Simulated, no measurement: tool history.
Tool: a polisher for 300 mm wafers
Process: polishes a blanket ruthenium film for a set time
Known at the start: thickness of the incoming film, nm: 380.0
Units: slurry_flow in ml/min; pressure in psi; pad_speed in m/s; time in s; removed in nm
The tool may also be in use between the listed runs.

run,hour,slurry_flow,pressure,pad_speed,time,removed
1,0,165,1.7,1.12,37,33.207
2,0.6,125,1.7,1.12,37,31.465
3,5.1,125,1.6,1.12,37,29.467
4,7.1,125,1.6,1.3,37,33.82
5,14.3,105,1.6,1.3,37,32.537
6,21.5,105,1.5,1.3,37,30.627
7,28.4,105,1.5,1.3,37,30.198

Run 8 comes next. What will it give?
8,34.4,105,1.4,1.3,37,?

removed: 28.766 nm

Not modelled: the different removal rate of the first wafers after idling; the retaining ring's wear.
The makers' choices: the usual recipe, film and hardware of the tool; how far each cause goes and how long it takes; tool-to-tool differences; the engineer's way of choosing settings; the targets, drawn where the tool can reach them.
